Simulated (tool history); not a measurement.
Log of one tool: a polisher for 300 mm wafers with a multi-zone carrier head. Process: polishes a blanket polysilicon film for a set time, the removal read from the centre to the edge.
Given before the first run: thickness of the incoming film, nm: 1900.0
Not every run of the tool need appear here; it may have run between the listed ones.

| run | day | flow of slurry (ml/min) | pressure of the head's centre zone | pressure of the head's middle zone | pressure of the head's edge zone | polishing time (s) | film removed at the wafer's centre (Å) | film removed at mid-radius (Å) | film removed at the wafer's edge (Å) |
|---|---|---|---|---|---|---|---|---|---|
| 1 | 0 | 165 | 1 | 1 | 1 | 87 | 4756.8 | 4416.5 | 4273.6 |
| 2 | 0.233 | 165 | 1 | 1.03 | 1 | 87 | 4710.5 | 4448.4 | 4336.5 |
| 3 | 0.254 | 155 | 0.97 | 0.99 | 1.04 | 83 | 4353.2 | 4108.4 | 4087.1 |
| 4 | 0.558 | 155 | 0.97 | 0.94 | 1.04 | 83 | 4293.6 | 3940.4 | 4137 |
| 5 | 0.896 | 155 | 0.97 | 0.94 | 1.04 | 90 | 4674.3 | 4199.2 | 4534.3 |
| 6 | 0.992 | 145 | 0.94 | 0.92 | 1.04 | 87 | 4346.7 | 3972.3 | 4255.8 |
|  | 1.138 | centre zone pressure recalibrated |
| 7 | 1.138 | 140 | 0.91 | 0.9 | 1.06 | 84 | 3704.2 | 3742.4 | 4166.7 |
| 8 | 1.167 | 135 | 0.91 | 0.88 | 1.04 | 83 | 3587.7 | 3612.3 | 4104.8 |
| 9 | 1.496 | 135 | 0.92 | 0.87 | 1.02 | 81 | 3566 | 3491.1 | 3904.6 |
| 10 | 1.667 | 130 | 0.92 | 0.86 | 1.01 | 80 | 3438.4 | 3359 | 3852.6 |
| 11 | 1.871 | 125 | 0.92 | 0.86 | 0.99 | 80 | 3436.2 | 3319 | 3860.2 |
| 12 | 2.208 | 125 | 0.92 | 0.86 | 0.98 | 79 | 3386.2 | 3343.6 | 3718.1 |

What does the tool deliver on the next run?
| 13 | 2.346 | 120 | 0.92 | 0.85 | 0.97 | 79 | ? | ? | ? |

{"run 13": {"film removed at the wafer's centre (Å)": 3289, "film removed at mid-radius (Å)": 3230.6, "film removed at the wafer's edge (Å)": 3640.2}}
